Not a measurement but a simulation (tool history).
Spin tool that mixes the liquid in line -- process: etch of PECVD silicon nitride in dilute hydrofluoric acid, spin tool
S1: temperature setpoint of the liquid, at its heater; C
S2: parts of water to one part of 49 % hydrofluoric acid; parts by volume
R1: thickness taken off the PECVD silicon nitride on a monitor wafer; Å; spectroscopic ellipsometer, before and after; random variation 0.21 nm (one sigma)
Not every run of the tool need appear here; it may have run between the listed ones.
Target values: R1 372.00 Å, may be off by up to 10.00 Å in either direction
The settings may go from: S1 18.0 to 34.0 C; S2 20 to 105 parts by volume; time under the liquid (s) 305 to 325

Run 1, hour 0.0: S1 26.0 C, S2 55 parts by volume, time under the liquid (s) 305. Result: R1 162.68 Å.
Run 2, hour 5.4: S1 28.0 C, S2 50 parts by volume, time under the liquid (s) 305. Result: R1 204.15 Å.
Run 3, hour 11.9: S1 24.5 C, S2 50 parts by volume, time under the liquid (s) 305. Result: R1 162.57 Å.
Run 4, hour 20.6: S1 27.0 C, S2 45 parts by volume, time under the liquid (s) 305. Result: R1 213.51 Å.
Run 5, hour 26.3: S1 27.0 C, S2 45 parts by volume, time under the liquid (s) 325. Result: R1 224.62 Å.
Run 6, hour 28.3: S1 29.0 C, S2 45 parts by volume, time under the liquid (s) 325. Result: R1 256.95 Å.
Run 7, hour 31.7: S1 30.5 C, S2 45 parts by volume, time under the liquid (s) 325. Result: R1 286.15 Å.
Run 8, hour 35.3: S1 34.0 C, S2 45 parts by volume, time under the liquid (s) 325. Result: R1 350.01 Å.
Run 9, hour 37.8: S1 34.0 C, S2 40 parts by volume, time under the liquid (s) 325. Result: R1 399.88 Å.
Run 10, hour 43.6: S1 33.5 C, S2 40 parts by volume, time under the liquid (s) 325. Result: R1 386.84 Å.

Which of these 4 next moves meets every target?
Run A, hour 49.4: S1 33.5 C, S2 35 parts by volume, time under the liquid (s) 305. Result: R1 ?.
Run B, hour 49.4: S1 33.0 C, S2 40 parts by volume, time under the liquid (s) 325. Result: R1 ?.
Run C, hour 49.4: S1 34.0 C, S2 40 parts by volume, time under the liquid (s) 325. Result: R1 ?.
Run D, hour 49.4: S1 33.0 C, S2 35 parts by volume, time under the liquid (s) 305. Result: R1 ?.

move      R1
   A  413.62
   B  374.30
   C  398.74
   D  400.68
A: lands further from the targets than the last run did
B: all results land within tolerance of their targets
C: lands further from the targets than the last run did
D: lands further from the targets than the last run did
So the answer is move B, the one that meets all the targets.

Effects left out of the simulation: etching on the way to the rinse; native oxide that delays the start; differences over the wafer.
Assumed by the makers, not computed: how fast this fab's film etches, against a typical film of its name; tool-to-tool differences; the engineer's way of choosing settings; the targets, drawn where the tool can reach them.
